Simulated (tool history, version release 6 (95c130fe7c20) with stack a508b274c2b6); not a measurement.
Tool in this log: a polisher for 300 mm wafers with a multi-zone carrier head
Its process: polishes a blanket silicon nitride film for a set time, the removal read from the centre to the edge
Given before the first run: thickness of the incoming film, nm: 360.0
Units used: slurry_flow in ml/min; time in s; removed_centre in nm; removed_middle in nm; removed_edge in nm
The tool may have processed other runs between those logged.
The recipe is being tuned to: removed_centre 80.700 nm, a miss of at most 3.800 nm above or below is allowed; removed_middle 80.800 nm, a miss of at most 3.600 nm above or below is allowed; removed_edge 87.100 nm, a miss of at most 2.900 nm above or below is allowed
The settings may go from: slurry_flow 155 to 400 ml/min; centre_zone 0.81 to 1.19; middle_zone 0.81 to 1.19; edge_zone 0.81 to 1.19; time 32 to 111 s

Run 1, day 0.000: slurry_flow 255 ml/min, centre_zone 1.00, middle_zone 1.00, edge_zone 1.00, time 71 s. Result: removed_centre 117.340 nm, removed_middle 115.690 nm, removed_edge 118.120 nm.
Run 2, day 0.121: slurry_flow 250 ml/min, centre_zone 0.97, middle_zone 0.97, edge_zone 0.98, time 66 s. Result: removed_centre 107.350 nm, removed_middle 104.680 nm, removed_edge 107.010 nm.
Run 3, day 0.175: slurry_flow 250 ml/min, centre_zone 0.97, middle_zone 0.97, edge_zone 0.98, time 54 s. Result: removed_centre 88.061 nm, removed_middle 85.445 nm, removed_edge 89.512 nm.
Run 4, day 0.312: slurry_flow 250 ml/min, centre_zone 0.97, middle_zone 0.97, edge_zone 1.01, time 54 s. Result: removed_centre 88.657 nm, removed_middle 86.165 nm, removed_edge 89.510 nm.
Run 5, day 0.650: slurry_flow 245 ml/min, centre_zone 0.95, middle_zone 0.95, edge_zone 1.02, time 54 s. Result: removed_centre 84.467 nm, removed_middle 84.997 nm, removed_edge 91.269 nm.
Run 6, day 0.975: slurry_flow 245 ml/min, centre_zone 0.95, middle_zone 0.95, edge_zone 1.02, time 38 s. Result: removed_centre 58.723 nm, removed_middle 60.243 nm, removed_edge 63.560 nm.
Run 7, day 1.275: slurry_flow 250 ml/min, centre_zone 0.96, middle_zone 0.95, edge_zone 1.04, time 42 s. Result: removed_centre 67.503 nm, removed_middle 64.727 nm, removed_edge 70.916 nm.
Run 8, day 1.325: slurry_flow 255 ml/min, centre_zone 0.95, middle_zone 0.96, edge_zone 1.05, time 45 s. Result: removed_centre 71.002 nm, removed_middle 71.783 nm, removed_edge 76.574 nm.
Run 9, day 1.512: slurry_flow 275 ml/min, centre_zone 0.95, middle_zone 0.96, edge_zone 1.08, time 46 s. Result: removed_centre 73.357 nm, removed_middle 73.441 nm, removed_edge 80.650 nm.
Run 10, day 1.621: slurry_flow 295 ml/min, centre_zone 0.95, middle_zone 0.97, edge_zone 1.09, time 46 s. Result: removed_centre 73.183 nm, removed_middle 73.459 nm, removed_edge 81.965 nm.
Run 11, day 1.662: slurry_flow 295 ml/min, centre_zone 0.95, middle_zone 0.97, edge_zone 1.09, time 46 s. Result: removed_centre 73.833 nm, removed_middle 75.358 nm, removed_edge 80.593 nm.
Run 12, day 1.725: slurry_flow 305 ml/min, centre_zone 0.96, middle_zone 0.97, edge_zone 1.11, time 47 s. Result: removed_centre 77.288 nm, removed_middle 76.116 nm, removed_edge 83.311 nm.
Run 13, day 1.879: slurry_flow 315 ml/min, centre_zone 0.96, middle_zone 0.98, edge_zone 1.12, time 47 s. Result: removed_centre 76.855 nm, removed_middle 77.052 nm, removed_edge 83.945 nm.
Run 14, day 2.062: slurry_flow 320 ml/min, centre_zone 0.96, middle_zone 0.99, edge_zone 1.13, time 47 s. Result: removed_centre 77.465 nm, removed_middle 77.449 nm, removed_edge 83.466 nm.
Run 15, day 2.100: slurry_flow 325 ml/min, centre_zone 0.97, middle_zone 1.01, edge_zone 1.17, time 50 s. Result: removed_centre 82.826 nm, removed_middle 84.651 nm, removed_edge 90.875 nm.
Run 16, day 2.288: slurry_flow 325 ml/min, centre_zone 0.97, middle_zone 1.00, edge_zone 1.16, time 50 s. Result: removed_centre 83.127 nm, removed_middle 83.849 nm, removed_edge 90.389 nm.
Run 17, day 2.462: slurry_flow 320 ml/min, centre_zone 0.97, middle_zone 1.00, edge_zone 1.15, time 50 s. Result: removed_centre 83.644 nm, removed_middle 83.576 nm, removed_edge 90.952 nm.
Run 18, day 2.625: slurry_flow 320 ml/min, centre_zone 0.97, middle_zone 1.00, edge_zone 1.14, time 50 s. Result: removed_centre 81.257 nm, removed_middle 84.102 nm, removed_edge 90.144 nm.

Which one of the following 5 next-run settings gets every result inside its allowed miss? There is exactly one.
Run A, day 2.788: slurry_flow 245 ml/min, centre_zone 0.99, middle_zone 0.87, edge_zone 1.19, time 52 s. Result: removed_centre ?, removed_middle ?, removed_edge ?.
Run B, day 2.788: slurry_flow 370 ml/min, centre_zone 0.98, middle_zone 1.00, edge_zone 1.14, time 48 s. Result: removed_centre ?, removed_middle ?, removed_edge ?.
Run C, day 2.788: slurry_flow 285 ml/min, centre_zone 0.97, middle_zone 1.12, edge_zone 1.08, time 48 s. Result: removed_centre ?, removed_middle ?, removed_edge ?.
Run D, day 2.788: slurry_flow 340 ml/min, centre_zone 0.94, middle_zone 0.90, edge_zone 1.15, time 53 s. Result: removed_centre ?, removed_middle ?, removed_edge ?.
Run E, day 2.788: slurry_flow 345 ml/min, centre_zone 1.00, middle_zone 1.11, edge_zone 1.09, time 46 s. Result: removed_centre ?, removed_middle ?, removed_edge ?.

move  removed_centre  removed_middle  removed_edge
   A          85.633          76.118        94.615
   B          81.253          80.727        87.467
   C          78.705          86.421        83.674
   D          85.388          81.795        96.673
   E          79.080          83.476        81.502
A: moves away from the targets compared with the last run
B: hits every target within its allowed miss
C: takes the biggest miss from the last run beyond its target
D: moves away from the targets compared with the last run
E: takes the biggest miss from the last run beyond its target
Correct choice: B, which meets every target
